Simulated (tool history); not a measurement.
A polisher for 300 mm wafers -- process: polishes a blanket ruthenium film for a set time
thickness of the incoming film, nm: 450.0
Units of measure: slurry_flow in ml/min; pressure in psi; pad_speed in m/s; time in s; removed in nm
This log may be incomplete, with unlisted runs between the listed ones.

Run 1, hour 0.0: slurry_flow 155 ml/min, pressure 2.6 psi, pad_speed 1.12 m/s, time 32 s. Result: removed 43.680 nm.
Run 2, hour 2.4: slurry_flow 155 ml/min, pressure 3.2 psi, pad_speed 1.12 m/s, time 32 s. Result: removed 54.110 nm.
Run 3, hour 6.6: slurry_flow 155 ml/min, pressure 3.6 psi, pad_speed 1.12 m/s, time 32 s. Result: removed 61.758 nm.
Run 4, hour 15.0: slurry_flow 150 ml/min, pressure 3.6 psi, pad_speed 1.12 m/s, time 32 s. Result: removed 60.211 nm.
Run 5, hour 18.4: slurry_flow 150 ml/min, pressure 3.9 psi, pad_speed 1.12 m/s, time 32 s. Result: removed 65.315 nm.
Run 6, hour 24.3: slurry_flow 145 ml/min, pressure 3.9 psi, pad_speed 1.12 m/s, time 32 s. Result: removed 65.559 nm.
Run 7, hour 27.9: slurry_flow 140 ml/min, pressure 3.9 psi, pad_speed 1.12 m/s, time 32 s. Result: removed 64.525 nm.
Run 8, hour 28.9: slurry_flow 135 ml/min, pressure 3.9 psi, pad_speed 1.12 m/s, time 32 s. Result: removed 64.702 nm.
Run 9, hour 34.3: slurry_flow 130 ml/min, pressure 3.9 psi, pad_speed 1.12 m/s, time 32 s. Result: removed 65.067 nm.
Run 10, hour 40.3: slurry_flow 125 ml/min, pressure 3.7 psi, pad_speed 1.12 m/s, time 32 s. Result: removed 60.333 nm.

The next listed run, before its measurement:
Run 11, hour 45.7: slurry_flow 115 ml/min, pressure 3.6 psi, pad_speed 1.12 m/s, time 32 s. Result: removed ?.

removed: 58.877 nm

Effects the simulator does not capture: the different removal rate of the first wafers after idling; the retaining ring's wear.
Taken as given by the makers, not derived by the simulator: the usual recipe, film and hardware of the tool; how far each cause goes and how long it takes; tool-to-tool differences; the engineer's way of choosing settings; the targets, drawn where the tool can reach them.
